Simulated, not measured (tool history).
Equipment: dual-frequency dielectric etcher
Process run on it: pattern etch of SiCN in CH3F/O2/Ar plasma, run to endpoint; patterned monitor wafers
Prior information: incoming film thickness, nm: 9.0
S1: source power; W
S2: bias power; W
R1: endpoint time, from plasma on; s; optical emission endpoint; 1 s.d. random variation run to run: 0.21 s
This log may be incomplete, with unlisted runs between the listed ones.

Run 1, hour 0.0: S1 400 W, S2 83 W. Result: R1 21.849 s.
Run 2, hour 3.0: S1 370 W, S2 80 W. Result: R1 23.180 s.
Run 3, hour 4.4: S1 310 W, S2 80 W. Result: R1 25.106 s.
Run 4, hour 6.2: S1 300 W, S2 80 W. Result: R1 25.540 s.
Run 5, hour 15.2: S1 300 W, S2 91 W. Result: R1 24.224 s.
Run 6, hour 18.7: S1 290 W, S2 90 W. Result: R1 24.680 s.

The next listed run, before its measurement:
Run 7, hour 19.8: S1 280 W, S2 90 W. Result: R1 ?.

Logged for run 7: R1 25.161 s.
